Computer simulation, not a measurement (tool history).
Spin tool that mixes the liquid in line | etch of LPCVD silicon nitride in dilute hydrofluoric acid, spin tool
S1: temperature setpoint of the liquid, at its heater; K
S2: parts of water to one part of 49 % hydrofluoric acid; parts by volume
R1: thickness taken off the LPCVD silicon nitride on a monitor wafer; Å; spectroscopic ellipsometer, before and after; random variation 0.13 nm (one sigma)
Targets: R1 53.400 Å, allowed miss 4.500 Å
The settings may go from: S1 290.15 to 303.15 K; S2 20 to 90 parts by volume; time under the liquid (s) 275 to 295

run 1 hour=0.0 | S1=295.15 S2=50 time_under_the_liquid_(s)=275 | R1=24.512
run 2 hour=1.8 | S1=296.15 S2=50 time_under_the_liquid_(s)=275 | R1=27.044
run 3 hour=10.0 | S1=296.15 S2=50 time_under_the_liquid_(s)=275 | R1=26.586
run 4 hour=12.9 | S1=297.15 S2=50 time_under_the_liquid_(s)=275 | R1=27.256
run 5 hour=17.6 | S1=297.15 S2=40 time_under_the_liquid_(s)=275 | R1=34.633
run 6 hour=21.0 | S1=297.65 S2=40 time_under_the_liquid_(s)=275 | R1=35.496
run 7 hour=23.9 | S1=298.15 S2=40 time_under_the_liquid_(s)=275 | R1=37.554
run 8 hour=30.6 | S1=298.65 S2=40 time_under_the_liquid_(s)=275 | R1=39.051

Which of these 5 next moves meets every target?
run A hour=37.3 | S1=300.65 S2=30 time_under_the_liquid_(s)=295 | R1=?
run B hour=37.3 | S1=297.65 S2=35 time_under_the_liquid_(s)=275 | R1=?
run C hour=37.3 | S1=298.65 S2=35 time_under_the_liquid_(s)=295 | R1=?
run D hour=37.3 | S1=300.15 S2=35 time_under_the_liquid_(s)=295 | R1=?
run E hour=37.3 | S1=298.65 S2=50 time_under_the_liquid_(s)=275 | R1=?

move=A R1=60.410
move=B R1=39.647
move=C R1=45.499
move=D R1=50.298
move=E R1=29.932
A: takes the result that was furthest off past its target
B: as far off as the last run
C: nearer than the last run, and not there yet
D: meets every target
E: further off than the last run
The right move is D.

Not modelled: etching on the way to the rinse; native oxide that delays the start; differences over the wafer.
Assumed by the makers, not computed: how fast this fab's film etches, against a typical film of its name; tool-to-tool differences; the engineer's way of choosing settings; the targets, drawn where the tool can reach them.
